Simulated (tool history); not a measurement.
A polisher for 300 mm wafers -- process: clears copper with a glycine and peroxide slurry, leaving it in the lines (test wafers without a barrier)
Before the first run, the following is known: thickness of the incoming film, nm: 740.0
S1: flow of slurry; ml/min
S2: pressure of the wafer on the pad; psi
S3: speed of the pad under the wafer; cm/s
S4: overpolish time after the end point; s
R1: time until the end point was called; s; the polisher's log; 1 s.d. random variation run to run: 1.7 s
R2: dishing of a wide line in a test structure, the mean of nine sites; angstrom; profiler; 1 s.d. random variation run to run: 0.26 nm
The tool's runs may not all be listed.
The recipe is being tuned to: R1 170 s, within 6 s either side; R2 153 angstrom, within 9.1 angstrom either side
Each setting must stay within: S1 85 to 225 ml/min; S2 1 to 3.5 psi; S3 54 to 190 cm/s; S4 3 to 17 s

run,hour,S1,S2,S3,S4,R1,R2
1,0,145,2.2,122,9,112.67,382.86
2,1.5,145,2.7,122,9,97.592,454.41
3,10.1,145,2.7,122,10,96.469,477.69
4,13,145,3,122,10,88.908,498.4
5,20.8,145,2.9,114,9,98.006,444.8
6,28.8,135,2.7,116,8,101.33,381.7
7,32.6,135,2.7,116,8,101.68,370.41
8,36.3,130,2.5,114,7,111.08,311.11
9,41.5,130,2.3,114,7,115.65,305.49
10,49.3,130,2.2,112,7,121.25,281.96
11,52.2,130,2.1,112,7,125.21,269.28

Below are 5 possible settings for the next run. Only one of them brings all results inside the allowed miss of their targets. Which is it?
A,55.1,115,2.6,158,11,?,?
B,55.1,145,2.8,58,5,?,?
C,55.1,120,2.8,114,15,?,?
D,55.1,110,2.1,82,16,?,?
E,55.1,130,1.5,76,14,?,?

move,R1,R2
A,81.965,573.02
B,167.05,152.65
C,101.55,625.74
D,164.41,444.6
E,205.63,323.98
A: further off than the last run
B: in spec on every target
C: further off than the last run
D: further off than the last run
E: further off than the last run
The right move is B.

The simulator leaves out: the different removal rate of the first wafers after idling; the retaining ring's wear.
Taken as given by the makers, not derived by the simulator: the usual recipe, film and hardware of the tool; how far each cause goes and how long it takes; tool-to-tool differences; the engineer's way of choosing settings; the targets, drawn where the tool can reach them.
